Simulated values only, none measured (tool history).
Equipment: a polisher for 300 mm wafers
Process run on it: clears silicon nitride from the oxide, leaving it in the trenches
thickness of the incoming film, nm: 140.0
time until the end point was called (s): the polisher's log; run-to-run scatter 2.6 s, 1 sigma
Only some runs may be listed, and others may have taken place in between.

| run | day | flow of slurry (ml/min) | pressure of the wafer on the pad (kPa) | speed of the pad under the wafer (m/s) | overpolish time after the end point (s) | time until the end point was called (s) |
|---|---|---|---|---|---|---|
| 1 | 0.000 | 180 | 19.3 | 1.24 | 6 | 145.16 |
| 2 | 0.250 | 180 | 21.4 | 1.24 | 6 | 134.16 |
| 3 | 0.612 | 180 | 21.4 | 1.06 | 6 | 152.02 |
| 4 | 0.962 | 180 | 21.4 | 1.24 | 6 | 132.12 |
| 5 | 1.292 | 140 | 21.4 | 1.24 | 6 | 136.30 |
|  | 1.662 | head pressure recalibrated |
| 6 | 1.662 | 135 | 17.2 | 1.16 | 6 | 192.14 |
| 7 | 1.729 | 130 | 15.2 | 1.16 | 6 | 215.69 |
| 8 | 1.788 | 125 | 13.8 | 1.16 | 6 | 237.03 |

Run 9 has not been measured yet. What should we expect?
| 9 | 1.983 | 120 | 9.7 | 1.16 | 6 | ? |

{"run 9": {"time until the end point was called (s)": 331.62}}
